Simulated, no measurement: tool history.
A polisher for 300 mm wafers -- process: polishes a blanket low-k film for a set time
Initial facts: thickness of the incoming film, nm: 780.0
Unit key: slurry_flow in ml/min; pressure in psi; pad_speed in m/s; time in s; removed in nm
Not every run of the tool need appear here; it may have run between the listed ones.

Run 1, hour 0.0: slurry_flow 280 ml/min, pressure 2.2 psi, pad_speed 1.22 m/s, slurry_solids 1.0, time 108 s. Result: removed 70.351 nm.
Run 2, hour 4.1: slurry_flow 280 ml/min, pressure 1.9 psi, pad_speed 1.22 m/s, slurry_solids 1.0, time 108 s. Result: removed 62.719 nm.
Run 3, hour 5.1: slurry_flow 280 ml/min, pressure 1.9 psi, pad_speed 1.22 m/s, slurry_solids 1.0, time 114 s. Result: removed 66.719 nm.
Run 4, hour 8.5: slurry_flow 280 ml/min, pressure 1.9 psi, pad_speed 1.22 m/s, slurry_solids 1.2, time 114 s. Result: removed 71.026 nm.
Run 5, hour 15.5: slurry_flow 280 ml/min, pressure 1.8 psi, pad_speed 1.22 m/s, slurry_solids 1.2, time 114 s. Result: removed 67.583 nm.
Run 6, hour 17.8: slurry_flow 280 ml/min, pressure 1.8 psi, pad_speed 1.22 m/s, slurry_solids 1.4, time 114 s. Result: removed 68.784 nm.
Run 7, hour 25.7: slurry_flow 280 ml/min, pressure 1.7 psi, pad_speed 1.22 m/s, slurry_solids 1.4, time 114 s. Result: removed 65.880 nm.

The next listed run, before its measurement:
Run 8, hour 32.7: slurry_flow 280 ml/min, pressure 1.6 psi, pad_speed 1.22 m/s, slurry_solids 1.4, time 114 s. Result: removed ?.

removed: 63.429 nm
